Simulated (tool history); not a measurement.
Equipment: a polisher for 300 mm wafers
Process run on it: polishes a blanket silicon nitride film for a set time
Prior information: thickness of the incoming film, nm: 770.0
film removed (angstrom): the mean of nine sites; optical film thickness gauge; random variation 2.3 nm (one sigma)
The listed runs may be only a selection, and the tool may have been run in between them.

| run | hour | flow of slurry (ml/min) | pressure of the wafer on the pad (kPa) | speed of the pad under the wafer (m/s) | polishing time (s) | film removed (angstrom) |
|---|---|---|---|---|---|---|
| 1 | 0.0 | 140 | 32.4 | 1.24 | 46 | 1514.6 |
| 2 | 5.5 | 145 | 34.5 | 1.24 | 46 | 1620.5 |
| 3 | 9.1 | 145 | 39.3 | 1.24 | 46 | 1761.1 |
| 4 | 16.4 | 150 | 40.0 | 1.24 | 46 | 1803.1 |
| 5 | 17.7 | 150 | 40.0 | 1.24 | 41 | 1652.0 |
| 6 | 20.0 | 150 | 41.4 | 1.24 | 41 | 1654.5 |
| 7 | 26.3 | 150 | 43.4 | 1.24 | 41 | 1739.9 |
| 8 | 31.5 | 150 | 44.8 | 1.24 | 41 | 1792.8 |

Expected results for the next run?
| 9 | 33.1 | 150 | 45.5 | 1.24 | 41 | ? |

Logged for run 9: film removed (angstrom) 1846.5.
